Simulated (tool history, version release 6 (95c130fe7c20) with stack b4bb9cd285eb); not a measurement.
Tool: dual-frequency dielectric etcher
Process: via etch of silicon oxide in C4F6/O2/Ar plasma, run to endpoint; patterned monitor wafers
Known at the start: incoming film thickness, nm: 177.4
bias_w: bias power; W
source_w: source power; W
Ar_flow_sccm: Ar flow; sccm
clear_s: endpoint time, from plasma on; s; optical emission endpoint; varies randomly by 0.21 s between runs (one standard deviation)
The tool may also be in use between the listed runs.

{"run": 1, "day": 0.0, "bias_w": 357, "source_w": 360, "Ar_flow_sccm": 230, "clear_s": 48.972}
{"run": 2, "day": 0.346, "bias_w": 384, "source_w": 370, "Ar_flow_sccm": 229, "clear_s": 46.74}
{"run": 3, "day": 0.688, "bias_w": 384, "source_w": 310, "Ar_flow_sccm": 229, "clear_s": 50.119}
{"run": 4, "day": 0.908, "bias_w": 384, "source_w": 310, "Ar_flow_sccm": 205, "clear_s": 49.804}
{"run": 5, "day": 1.088, "bias_w": 407, "source_w": 320, "Ar_flow_sccm": 204, "clear_s": 47.591}
{"run": 6, "day": 1.35, "bias_w": 425, "source_w": 330, "Ar_flow_sccm": 203, "clear_s": 45.833}
{"run": 7, "day": 1.704, "bias_w": 440, "source_w": 330, "Ar_flow_sccm": 203, "clear_s": 45.182}
{"run": 8, "day": 1.762, "bias_w": 452, "source_w": 330, "Ar_flow_sccm": 202, "clear_s": 44.31}
{"run": 9, "day": 1.862, "bias_w": 461, "source_w": 330, "Ar_flow_sccm": 202, "clear_s": 44.149}
{"run": 10, "day": 2.096, "bias_w": 469, "source_w": 330, "Ar_flow_sccm": 201, "clear_s": 43.198}

Forecast run 11:
{"run": 11, "day": 2.408, "bias_w": 475, "source_w": 330, "Ar_flow_sccm": 201, "clear_s": "?"}

{"run 11": {"clear_s": 43.323}}
